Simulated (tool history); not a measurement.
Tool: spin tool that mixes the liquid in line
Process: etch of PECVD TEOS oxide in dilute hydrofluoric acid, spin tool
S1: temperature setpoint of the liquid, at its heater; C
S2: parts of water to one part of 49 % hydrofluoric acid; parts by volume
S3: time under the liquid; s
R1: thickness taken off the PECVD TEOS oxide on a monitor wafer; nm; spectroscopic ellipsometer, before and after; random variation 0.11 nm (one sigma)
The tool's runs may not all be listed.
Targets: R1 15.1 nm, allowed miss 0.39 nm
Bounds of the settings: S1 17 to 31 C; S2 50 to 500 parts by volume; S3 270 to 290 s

Run 1, hour 0: S1 23 C, S2 275 parts by volume, S3 270 s. Result: R1 11.534 nm.
Run 2, hour 8.6: S1 24 C, S2 275 parts by volume, S3 270 s. Result: R1 11.893 nm.
Run 3, hour 14: S1 25 C, S2 275 parts by volume, S3 270 s. Result: R1 12.296 nm.
Run 4, hour 20: S1 25 C, S2 375 parts by volume, S3 270 s. Result: R1 8.1971 nm.
Run 5, hour 28.9: S1 26 C, S2 360 parts by volume, S3 270 s. Result: R1 8.9859 nm.
Run 6, hour 32.9: S1 26.5 C, S2 345 parts by volume, S3 270 s. Result: R1 9.6527 nm.
Run 7, hour 38.4: S1 27 C, S2 335 parts by volume, S3 270 s. Result: R1 10.164 nm.
Run 8, hour 40.7: S1 27.5 C, S2 325 parts by volume, S3 270 s. Result: R1 10.7 nm.
Run 9, hour 47.6: S1 27.5 C, S2 325 parts by volume, S3 270 s. Result: R1 10.814 nm.

4 next moves are on the table. One of them brings every result within its allowed miss. Which?
Run A, hour 54.5: S1 28 C, S2 255 parts by volume, S3 290 s. Result: R1 ?.
Run B, hour 54.5: S1 26 C, S2 355 parts by volume, S3 270 s. Result: R1 ?.
Run C, hour 54.5: S1 24.5 C, S2 245 parts by volume, S3 290 s. Result: R1 ?.
Run D, hour 54.5: S1 31 C, S2 275 parts by volume, S3 290 s. Result: R1 ?.

move      R1
   A  16.146
   B  9.1108
   C  15.035
   D   16.17
A: takes the result that was furthest off past its target
B: further off than the last run
C: meets every target
D: takes the result that was furthest off past its target
Answer: C
